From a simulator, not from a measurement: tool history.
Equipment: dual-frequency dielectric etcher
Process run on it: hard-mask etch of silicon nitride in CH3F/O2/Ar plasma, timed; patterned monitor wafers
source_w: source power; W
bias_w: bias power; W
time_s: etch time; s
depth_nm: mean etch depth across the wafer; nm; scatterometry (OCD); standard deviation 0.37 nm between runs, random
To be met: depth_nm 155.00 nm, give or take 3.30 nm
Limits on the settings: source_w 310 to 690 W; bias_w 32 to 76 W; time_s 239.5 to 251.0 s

Run 1, hour 0.0: source_w 500 W, bias_w 54 W, time_s 239.5 s. Result: depth_nm 181.02 nm.
Run 2, hour 8.0: source_w 450 W, bias_w 52 W, time_s 239.5 s. Result: depth_nm 169.70 nm.
Run 3, hour 14.1: source_w 400 W, bias_w 52 W, time_s 239.5 s. Result: depth_nm 160.62 nm.
Run 4, hour 22.9: source_w 400 W, bias_w 52 W, time_s 251.0 s. Result: depth_nm 168.22 nm.
Run 5, hour 23.6: source_w 380 W, bias_w 52 W, time_s 251.0 s. Result: depth_nm 164.14 nm.
Run 6, hour 30.6: source_w 370 W, bias_w 52 W, time_s 251.0 s. Result: depth_nm 161.37 nm.
At hour 34.1: wet clean of the chamber.
Run 7, hour 34.1: source_w 320 W, bias_w 51 W, time_s 251.0 s. Result: depth_nm 143.36 nm.
Run 8, hour 40.5: source_w 330 W, bias_w 51 W, time_s 251.0 s. Result: depth_nm 146.00 nm.
Run 9, hour 45.5: source_w 400 W, bias_w 53 W, time_s 251.0 s. Result: depth_nm 162.91 nm.

Which of these 4 next moves meets every target?
Run A, hour 50.5: source_w 380 W, bias_w 55 W, time_s 251.0 s. Result: depth_nm ?.
Run B, hour 50.5: source_w 410 W, bias_w 53 W, time_s 248.0 s. Result: depth_nm ?.
Run C, hour 50.5: source_w 380 W, bias_w 52 W, time_s 244.5 s. Result: depth_nm ?.
Run D, hour 50.5: source_w 360 W, bias_w 46 W, time_s 251.0 s. Result: depth_nm ?.

move  depth_nm
   A    162.17
   B    163.07
   C    153.50
   D    143.92
A: moves toward the targets from the last run without getting all of them in spec
B: about as far from the targets as the last run
C: all results land within tolerance of their targets
D: pushes the last run's worst result past its target
The right move is C.

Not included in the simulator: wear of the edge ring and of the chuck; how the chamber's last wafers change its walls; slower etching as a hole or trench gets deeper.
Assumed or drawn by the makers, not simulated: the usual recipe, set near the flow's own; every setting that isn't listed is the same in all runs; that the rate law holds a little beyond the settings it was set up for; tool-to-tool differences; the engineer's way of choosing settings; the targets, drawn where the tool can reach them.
